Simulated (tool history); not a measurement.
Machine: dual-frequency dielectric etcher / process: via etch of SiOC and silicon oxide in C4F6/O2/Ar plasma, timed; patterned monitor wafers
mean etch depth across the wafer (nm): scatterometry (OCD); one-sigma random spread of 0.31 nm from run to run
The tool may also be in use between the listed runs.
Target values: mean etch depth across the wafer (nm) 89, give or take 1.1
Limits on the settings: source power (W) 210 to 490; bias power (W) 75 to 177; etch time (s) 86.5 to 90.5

run	hour	source power (W)	bias power (W)	etch time (s)	mean etch depth across the wafer (nm)
1	0	350	126	86.5	82.924
2	6.7	350	126	90.5	86.877
3	10.5	300	126	90.5	82.024
4	16.2	320	126	90.5	83.724
5	23.7	320	103	90.5	78.114
6	27.1	350	104	90.5	81.173
7	35.6	370	104	90.5	82.427
8	40.2	390	104	90.5	83.666
9	45.4	410	104	90.5	85.804
10	54.2	420	104	90.5	85.759
11	60.8	430	104	90.5	86.482
12	61.4	440	104	90.5	87.922

4 next moves are on the table. One of them brings every result within its allowed miss. Which?
A	62	490	88	90.5	?
B	62	440	109	90.5	?
C	62	430	107	90	?
D	62	490	100	87	?

move	mean etch depth across the wafer (nm)
A	86.303
B	89.205
C	87.447
D	86.549
A: moves away from the targets compared with the last run
B: hits every target within its allowed miss
C: moves away from the targets compared with the last run
D: moves away from the targets compared with the last run
The right move is B.
